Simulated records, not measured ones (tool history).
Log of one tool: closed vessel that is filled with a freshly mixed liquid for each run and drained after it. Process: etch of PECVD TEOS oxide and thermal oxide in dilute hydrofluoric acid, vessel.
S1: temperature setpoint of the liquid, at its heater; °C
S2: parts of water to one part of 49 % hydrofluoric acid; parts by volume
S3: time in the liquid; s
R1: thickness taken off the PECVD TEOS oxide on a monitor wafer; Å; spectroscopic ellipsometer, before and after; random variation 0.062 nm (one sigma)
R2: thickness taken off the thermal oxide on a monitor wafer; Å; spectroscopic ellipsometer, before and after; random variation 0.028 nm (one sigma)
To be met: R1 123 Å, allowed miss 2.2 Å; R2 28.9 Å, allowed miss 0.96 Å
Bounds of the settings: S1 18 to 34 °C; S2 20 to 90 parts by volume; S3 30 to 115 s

| run | hour | S1 | S2 | S3 | R1 | R2 |
|---|---|---|---|---|---|---|
| 1 | 0 | 26 | 50 | 60 | 275.44 | 65.123 |
| 2 | 0.6 | 23.5 | 55 | 60 | 225.1 | 52.463 |
| 3 | 5.3 | 26 | 55 | 60 | 250.02 | 57.947 |
| 4 | 7.1 | 26 | 55 | 40 | 167.27 | 39.228 |
| 5 | 14 | 23.5 | 55 | 40 | 151.17 | 35.202 |
| 6 | 19.5 | 22 | 55 | 40 | 141.71 | 33.166 |
| 7 | 25.8 | 21 | 55 | 40 | 136.83 | 31.903 |
| 8 | 29.6 | 20.5 | 55 | 40 | 133.54 | 30.981 |
| 9 | 37.6 | 20 | 55 | 40 | 130.27 | 31.192 |
| 10 | 38.4 | 19.5 | 60 | 40 | 116.22 | 26.994 |
| 11 | 40.5 | 20 | 60 | 40 | 119.18 | 28 |

4 next moves are on the table. One of them brings every result within its allowed miss. Which?
| A | 42.6 | 22 | 60 | 35 | ? | ? |
| B | 42.6 | 18 | 60 | 45 | ? | ? |
| C | 42.6 | 20 | 55 | 35 | ? | ? |
| D | 42.6 | 29 | 75 | 35 | ? | ? |

| move | R1 | R2 |
|---|---|---|
| A | 112.54 | 26.428 |
| B | 122.23 | 28.703 |
| C | 113.59 | 26.674 |
| D | 116.82 | 27.433 |
A: further off than the last run
B: meets every target
C: further off than the last run
D: further off than the last run
Move B is the one to make.
